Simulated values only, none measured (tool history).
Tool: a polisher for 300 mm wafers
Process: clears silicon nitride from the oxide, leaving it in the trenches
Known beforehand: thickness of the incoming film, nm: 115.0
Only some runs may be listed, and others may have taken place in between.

run  hour  flow of slurry (ml/min)  pressure of the wafer on the pad (kPa)  speed of the pad under the wafer (m/s)  overpolish time after the end point (s)  time until the end point was called (s)
  1     0                      295                                    15.2                                    1.06                                        5                                   138.22
  2   5.1                      295                                    15.2                                    1.06                                        4                                   139.69
  3  12.2                      295                                      11                                    1.06                                        4                                   184.21
  4  18.7                      295                                    13.8                                    1.08                                        4                                   146.68
  5  19.9                      355                                    13.8                                    1.08                                        4                                   142.98
  6  25.1                      355                                    15.2                                     1.1                                        4                                   128.55
  7  30.2                      355                                    16.5                                    1.12                                        4                                   118.48

For run 8, what comes out?
  8  33.3                      355                                    17.9                                    1.14                                        4                                        ?

{"run 8": {"time until the end point was called (s)": 106.74}}

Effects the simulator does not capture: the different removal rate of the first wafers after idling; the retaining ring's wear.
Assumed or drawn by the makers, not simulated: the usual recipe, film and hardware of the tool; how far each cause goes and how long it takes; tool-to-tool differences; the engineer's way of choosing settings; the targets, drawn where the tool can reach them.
